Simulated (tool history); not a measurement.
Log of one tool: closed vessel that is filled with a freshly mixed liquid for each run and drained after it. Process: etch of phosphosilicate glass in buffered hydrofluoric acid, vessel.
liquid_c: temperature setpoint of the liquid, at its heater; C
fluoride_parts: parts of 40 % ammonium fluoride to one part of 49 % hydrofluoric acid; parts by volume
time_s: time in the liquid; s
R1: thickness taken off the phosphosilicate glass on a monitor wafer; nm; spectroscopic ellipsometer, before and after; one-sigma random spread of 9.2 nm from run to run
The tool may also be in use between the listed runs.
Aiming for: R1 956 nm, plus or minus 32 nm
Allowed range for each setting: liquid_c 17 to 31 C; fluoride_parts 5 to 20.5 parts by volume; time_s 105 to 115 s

run 1 hour=0 | liquid_c=23 fluoride_parts=12.5 time_s=105 | R1=756.81
run 2 hour=4.3 | liquid_c=23 fluoride_parts=12.5 time_s=115 | R1=827.31
run 3 hour=12.8 | liquid_c=24 fluoride_parts=12.5 time_s=115 | R1=883.1
run 4 hour=15.9 | liquid_c=24 fluoride_parts=12.5 time_s=115 | R1=879.71
run 5 hour=24.7 | liquid_c=24 fluoride_parts=10.5 time_s=115 | R1=1047.9
run 6 hour=32 | liquid_c=24 fluoride_parts=13 time_s=115 | R1=854.76
run 7 hour=36.5 | liquid_c=24.5 fluoride_parts=13 time_s=115 | R1=873.72
run 8 hour=44.2 | liquid_c=24.5 fluoride_parts=13 time_s=115 | R1=894.49
run 9 hour=47.1 | liquid_c=25 fluoride_parts=13 time_s=115 | R1=897.45

Which of these 5 next moves meets every target?
run A hour=50 | liquid_c=24 fluoride_parts=11.5 time_s=105 | R1=?
run B hour=50 | liquid_c=27 fluoride_parts=13 time_s=115 | R1=?
run C hour=50 | liquid_c=25 fluoride_parts=11 time_s=105 | R1=?
run D hour=50 | liquid_c=25 fluoride_parts=14 time_s=110 | R1=?
run E hour=50 | liquid_c=23 fluoride_parts=12 time_s=110 | R1=?

move=A R1=871.68
move=B R1=995.93
move=C R1=961.17
move=D R1=795.4
move=E R1=829.34
A: misses by more than the last run did
B: takes the biggest miss from the last run beyond its target
C: each result inside its tolerance
D: misses by more than the last run did
E: misses by more than the last run did
The move that meets every target is C.
